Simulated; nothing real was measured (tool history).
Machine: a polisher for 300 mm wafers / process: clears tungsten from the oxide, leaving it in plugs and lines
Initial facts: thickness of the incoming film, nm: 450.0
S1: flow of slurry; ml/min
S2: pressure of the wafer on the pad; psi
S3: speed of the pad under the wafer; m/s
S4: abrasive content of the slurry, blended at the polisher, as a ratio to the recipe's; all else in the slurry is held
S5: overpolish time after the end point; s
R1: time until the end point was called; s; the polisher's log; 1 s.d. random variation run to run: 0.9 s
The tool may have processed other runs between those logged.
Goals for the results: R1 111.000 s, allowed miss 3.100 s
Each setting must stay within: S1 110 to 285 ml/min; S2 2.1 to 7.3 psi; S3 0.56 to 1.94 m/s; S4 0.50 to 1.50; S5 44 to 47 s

| run | day | S1 | S2 | S3 | S4 | S5 | R1 |
|---|---|---|---|---|---|---|---|
| 1 | 0.000 | 180 | 4.7 | 1.24 | 1.00 | 44 | 61.494 |
| 2 | 0.196 | 175 | 3.9 | 1.24 | 1.00 | 44 | 73.209 |
| 3 | 0.454 | 175 | 3.9 | 1.52 | 1.00 | 44 | 63.384 |
| 4 | 0.746 | 175 | 3.3 | 1.52 | 1.00 | 44 | 73.910 |
| 5 | 1.088 | 170 | 2.9 | 1.46 | 1.00 | 44 | 84.466 |
| 6 | 1.171 | 170 | 2.9 | 1.46 | 0.80 | 44 | 89.895 |
| 7 | 1.546 | 150 | 2.1 | 1.42 | 0.80 | 44 | 126.300 |
| 8 | 1.608 | 165 | 2.1 | 1.42 | 0.80 | 44 | 121.700 |
| 9 | 1.650 | 175 | 2.1 | 1.42 | 0.80 | 44 | 122.020 |
| 10 | 1.996 | 185 | 2.2 | 1.42 | 0.80 | 44 | 117.220 |
| 11 | 2.171 | 190 | 2.2 | 1.42 | 0.80 | 44 | 116.100 |
| 12 | 2.338 | 195 | 2.2 | 1.42 | 0.80 | 44 | 116.630 |

Of the 4 settings listed for the next run, only one would bring every result within its allowed miss of target. Which one?
| A | 2.504 | 175 | 2.2 | 1.38 | 0.80 | 44 | ? |
| B | 2.504 | 235 | 2.1 | 1.42 | 0.65 | 47 | ? |
| C | 2.504 | 225 | 2.3 | 1.34 | 0.65 | 44 | ? |
| D | 2.504 | 160 | 2.1 | 1.60 | 0.85 | 44 | ? |

| move | R1 |
|---|---|
| A | 118.480 |
| B | 123.440 |
| C | 119.500 |
| D | 110.210 |
A: the biggest miss grows against the last run
B: the biggest miss grows against the last run
C: the biggest miss grows against the last run
D: every result lands within tolerance
D is the move that brings every result within its allowed miss.

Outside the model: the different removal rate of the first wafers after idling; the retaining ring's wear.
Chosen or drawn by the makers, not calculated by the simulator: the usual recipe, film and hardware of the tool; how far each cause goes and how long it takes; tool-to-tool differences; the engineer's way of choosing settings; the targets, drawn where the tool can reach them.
